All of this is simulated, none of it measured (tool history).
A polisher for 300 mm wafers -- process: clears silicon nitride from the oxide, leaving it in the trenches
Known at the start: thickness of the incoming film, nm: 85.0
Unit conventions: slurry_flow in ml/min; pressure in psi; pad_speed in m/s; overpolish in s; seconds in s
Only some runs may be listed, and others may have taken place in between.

Run 1, hour 0: slurry_flow 125 ml/min, pressure 2 psi, pad_speed 1.12 m/s, overpolish 9 s. Result: seconds 107.55 s.
Run 2, hour 3.3: slurry_flow 125 ml/min, pressure 2.1 psi, pad_speed 1.12 m/s, overpolish 9 s. Result: seconds 102.19 s.
Run 3, hour 7.5: slurry_flow 125 ml/min, pressure 2.1 psi, pad_speed 1.12 m/s, overpolish 9 s. Result: seconds 103.26 s.
Run 4, hour 8.4: slurry_flow 125 ml/min, pressure 2.1 psi, pad_speed 1.12 m/s, overpolish 9 s. Result: seconds 102.49 s.
Run 5, hour 17.2: slurry_flow 125 ml/min, pressure 2.1 psi, pad_speed 1.12 m/s, overpolish 9 s. Result: seconds 103.82 s.
Run 6, hour 22.4: slurry_flow 125 ml/min, pressure 2.2 psi, pad_speed 1.12 m/s, overpolish 9 s. Result: seconds 96.34 s.

Run 7 is up next; what results do you expect?
Run 7, hour 26.3: slurry_flow 130 ml/min, pressure 2.4 psi, pad_speed 1.12 m/s, overpolish 9 s. Result: seconds ?.

{"run 7": {"seconds": 87.798}}
